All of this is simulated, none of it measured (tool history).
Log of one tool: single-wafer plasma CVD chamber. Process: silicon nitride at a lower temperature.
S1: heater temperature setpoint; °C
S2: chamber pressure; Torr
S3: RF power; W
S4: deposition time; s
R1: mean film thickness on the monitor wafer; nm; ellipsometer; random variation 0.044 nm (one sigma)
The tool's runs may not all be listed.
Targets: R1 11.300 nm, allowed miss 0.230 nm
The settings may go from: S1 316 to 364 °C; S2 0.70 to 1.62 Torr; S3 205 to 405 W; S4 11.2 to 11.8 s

run  hour   S1    S2   S3    S4      R1
  1   0.0  340  1.16  305  11.8  12.379
  2   2.8  340  1.16  305  11.2  11.803
  3   9.3  340  1.13  305  11.2  11.800
  4  12.7  340  1.24  305  11.2  12.146
  5  13.9  340  1.43  305  11.2  12.700
  6  17.3  340  1.36  300  11.2  12.401
  7  26.0  340  1.31  295  11.2  12.096
  8  35.0  340  1.27  295  11.2  11.932
  9  41.9  340  1.27  295  11.2  11.978
 10  50.7  340  1.24  295  11.2  11.839
 11  53.3  340  1.21  295  11.2  11.776
 12  62.1  340  1.19  295  11.2  11.667
 13  68.3  340  1.17  295  11.2  11.710
 14  76.0  340  1.15  295  11.2  11.553

Which of these 4 next moves meets every target?
  A  83.7  336  1.08  305  11.5   ?
  B  83.7  337  1.08  280  11.7   ?
  C  83.7  341  1.25  290  11.2   ?
  D  83.7  329  1.13  300  11.7   ?

move      R1
   A  11.829
   B  11.297
   C  11.716
   D  12.132
A: further off than the last run
B: meets every target
C: further off than the last run
D: further off than the last run
Answer: B
